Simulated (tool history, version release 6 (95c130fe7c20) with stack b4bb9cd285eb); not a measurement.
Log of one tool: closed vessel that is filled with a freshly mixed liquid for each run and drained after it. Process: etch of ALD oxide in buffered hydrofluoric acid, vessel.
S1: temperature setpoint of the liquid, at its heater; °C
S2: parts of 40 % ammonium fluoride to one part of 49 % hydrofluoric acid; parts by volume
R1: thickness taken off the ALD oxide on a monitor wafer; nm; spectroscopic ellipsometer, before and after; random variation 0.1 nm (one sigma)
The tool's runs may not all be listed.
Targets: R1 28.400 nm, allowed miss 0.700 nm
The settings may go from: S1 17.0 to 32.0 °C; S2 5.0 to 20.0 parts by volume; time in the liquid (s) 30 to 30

Run 1, hour 0.0: S1 24.0 °C, S2 12.0 parts by volume, time in the liquid (s) 30. Result: R1 37.171 nm.
Run 2, hour 2.0: S1 27.5 °C, S2 12.0 parts by volume, time in the liquid (s) 30. Result: R1 45.214 nm.
Run 3, hour 7.7: S1 27.5 °C, S2 12.0 parts by volume, time in the liquid (s) 30. Result: R1 44.943 nm.
Run 4, hour 14.2: S1 30.0 °C, S2 12.0 parts by volume, time in the liquid (s) 30. Result: R1 51.219 nm.
Run 5, hour 23.1: S1 30.0 °C, S2 8.5 parts by volume, time in the liquid (s) 30. Result: R1 69.290 nm.
Run 6, hour 26.7: S1 30.0 °C, S2 8.5 parts by volume, time in the liquid (s) 30. Result: R1 69.576 nm.
Run 7, hour 31.0: S1 26.0 °C, S2 11.5 parts by volume, time in the liquid (s) 30. Result: R1 43.317 nm.
Run 8, hour 39.2: S1 24.0 °C, S2 11.5 parts by volume, time in the liquid (s) 30. Result: R1 38.900 nm.
Run 9, hour 47.2: S1 22.5 °C, S2 11.5 parts by volume, time in the liquid (s) 30. Result: R1 35.892 nm.
Run 10, hour 54.4: S1 21.5 °C, S2 11.5 parts by volume, time in the liquid (s) 30. Result: R1 34.123 nm.
Run 11, hour 59.9: S1 20.5 °C, S2 11.5 parts by volume, time in the liquid (s) 30. Result: R1 32.090 nm.
At hour 68.5: thermometer replaced.
Run 12, hour 68.5: S1 18.0 °C, S2 11.5 parts by volume, time in the liquid (s) 30. Result: R1 24.641 nm.
Run 13, hour 71.9: S1 18.0 °C, S2 11.5 parts by volume, time in the liquid (s) 30. Result: R1 24.675 nm.
Run 14, hour 80.2: S1 21.0 °C, S2 11.5 parts by volume, time in the liquid (s) 30. Result: R1 29.238 nm.

Which of these 4 next moves meets every target?
Run A, hour 88.5: S1 21.5 °C, S2 11.5 parts by volume, time in the liquid (s) 30. Result: R1 ?.
Run B, hour 88.5: S1 24.5 °C, S2 14.5 parts by volume, time in the liquid (s) 30. Result: R1 ?.
Run C, hour 88.5: S1 18.0 °C, S2 9.0 parts by volume, time in the liquid (s) 30. Result: R1 ?.
Run D, hour 88.5: S1 17.0 °C, S2 8.5 parts by volume, time in the liquid (s) 30. Result: R1 ?.

move      R1
   A  30.027
   B  28.216
   C  30.218
   D  30.376
A: further off than the last run
B: meets every target
C: further off than the last run
D: further off than the last run
Move B is the one to make.
